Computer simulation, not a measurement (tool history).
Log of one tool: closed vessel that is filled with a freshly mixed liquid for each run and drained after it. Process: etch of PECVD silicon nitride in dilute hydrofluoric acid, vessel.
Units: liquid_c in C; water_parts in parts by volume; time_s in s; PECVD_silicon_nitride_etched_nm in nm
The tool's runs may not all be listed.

run	hour	liquid_c	water_parts	time_s	PECVD_silicon_nitride_etched_nm
1	0	25	300	815	8.0219
2	4.8	25	340	815	7.1516
3	14.2	24	340	815	6.7247
4	21.7	26	340	815	7.5771
5	29.7	25	340	815	7.1379
6	31.3	24	340	815	6.5945

Expected results for the next run?
7	36.6	24	340	815	?

Run 7 measured PECVD_silicon_nitride_etched_nm 6.6754 nm.
